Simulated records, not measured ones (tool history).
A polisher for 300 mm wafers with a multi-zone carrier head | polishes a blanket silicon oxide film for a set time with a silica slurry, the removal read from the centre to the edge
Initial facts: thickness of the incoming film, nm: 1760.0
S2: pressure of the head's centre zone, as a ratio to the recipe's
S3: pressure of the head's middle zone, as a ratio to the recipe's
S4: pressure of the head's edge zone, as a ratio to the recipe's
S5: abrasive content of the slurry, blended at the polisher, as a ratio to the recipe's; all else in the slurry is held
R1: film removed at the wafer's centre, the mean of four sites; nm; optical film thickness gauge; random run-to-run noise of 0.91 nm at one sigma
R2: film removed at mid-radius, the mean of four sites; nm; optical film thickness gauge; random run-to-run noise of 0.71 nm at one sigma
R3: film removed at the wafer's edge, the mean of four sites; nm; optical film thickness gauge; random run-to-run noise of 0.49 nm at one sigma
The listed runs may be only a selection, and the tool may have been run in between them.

Run 1, day 0: flow of slurry (ml/min) 195, S2 1, S3 1, S4 1, S5 1, polishing time (s) 38. Result: R1 102.94 nm, R2 99.195 nm, R3 98.05 nm.
Run 2, day 0.346: flow of slurry (ml/min) 180, S2 0.96, S3 1.01, S4 1, S5 0.95, polishing time (s) 38. Result: R1 92.77 nm, R2 95.177 nm, R3 96.252 nm.
Run 3, day 0.692: flow of slurry (ml/min) 180, S2 0.96, S3 0.97, S4 1, S5 0.95, polishing time (s) 38. Result: R1 92.186 nm, R2 92.244 nm, R3 95.908 nm.
Run 4, day 1.029: flow of slurry (ml/min) 230, S2 0.96, S3 0.97, S4 1, S5 0.95, polishing time (s) 38. Result: R1 94.79 nm, R2 95.249 nm, R3 97.986 nm.
Run 5, day 1.342: flow of slurry (ml/min) 230, S2 0.96, S3 0.97, S4 1, S5 1.05, polishing time (s) 38. Result: R1 103.73 nm, R2 101.69 nm, R3 103.38 nm.
Run 6, day 1.579: flow of slurry (ml/min) 230, S2 0.96, S3 0.97, S4 1, S5 1.15, polishing time (s) 38. Result: R1 105.09 nm, R2 104.1 nm, R3 109.19 nm.
Run 7, day 1.783: flow of slurry (ml/min) 220, S2 0.93, S3 0.98, S4 0.97, S5 1.05, polishing time (s) 38. Result: R1 95.261 nm, R2 102.72 nm, R3 102.37 nm.
Run 8, day 2.017: flow of slurry (ml/min) 220, S2 0.93, S3 0.98, S4 0.97, S5 1.05, polishing time (s) 38. Result: R1 99.021 nm, R2 102.53 nm, R3 102.36 nm.
Run 9, day 2.358: flow of slurry (ml/min) 210, S2 0.9, S3 0.98, S4 0.96, S5 0.95, polishing time (s) 38. Result: R1 89.906 nm, R2 95.169 nm, R3 95.71 nm.
Run 10, day 2.542: flow of slurry (ml/min) 195, S2 0.88, S3 1.01, S4 0.97, S5 0.9, polishing time (s) 38. Result: R1 84.177 nm, R2 93.78 nm, R3 92.454 nm.

Run 11 is up next; what results do you expect?
Run 11, day 2.775: flow of slurry (ml/min) 195, S2 0.88, S3 1.01, S4 0.97, S5 0.9, polishing time (s) 38. Result: R1 ?, R2 ?, R3 ?.

{"run 11": {"R1": 82.15, "R2": 94.86, "R3": 90.819}}
